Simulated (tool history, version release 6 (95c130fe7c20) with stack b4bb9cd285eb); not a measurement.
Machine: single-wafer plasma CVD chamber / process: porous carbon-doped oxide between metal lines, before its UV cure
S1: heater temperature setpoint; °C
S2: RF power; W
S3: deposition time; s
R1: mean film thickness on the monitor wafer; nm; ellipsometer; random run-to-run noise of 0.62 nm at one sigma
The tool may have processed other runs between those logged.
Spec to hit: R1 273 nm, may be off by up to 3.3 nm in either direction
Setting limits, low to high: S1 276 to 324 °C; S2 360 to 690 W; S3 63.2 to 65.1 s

run    day   S1   S2    S3      R1
  1      0  300  525  63.2  309.31
  2    0.3  304  525  63.2  303.52
  3  0.596  304  525  65.1  313.28
  4  0.779  308  520  65.1  304.69
  5  0.933  303  520  65.1  312.52
  6      1  307  515  65.1  304.31
  7  1.208  310  510  65.1  298.47
  8  1.267  310  510  65.1  298.86
  9  1.338  313  505  65.1  292.24
 10  1.471  315  500  65.1  288.32
 11  1.533  317  495  65.1  284.46
     1.558  -- RF generator calibrated
 12  1.558  318  495  65.1  289.14
 13  1.842  319  485  65.1  283.32
 14  2.117  320  480  65.1  280.93
 15  2.325  321  475  65.1  277.62

4 next moves are on the table. One of them brings every result within its allowed miss. Which?
  A  2.533  320  475  65.1   ?
  B  2.533  316  495  63.4   ?
  C  2.533  318  450  65.1   ?
  D  2.533  316  450  63.2   ?

move      R1
   A  278.95
   B  284.04
   C  272.15
   D  266.77
A: moves away from the targets compared with the last run
B: moves away from the targets compared with the last run
C: meets every target
D: pushes the last run's worst result past its target
So the answer is move C, the one that meets all the targets.
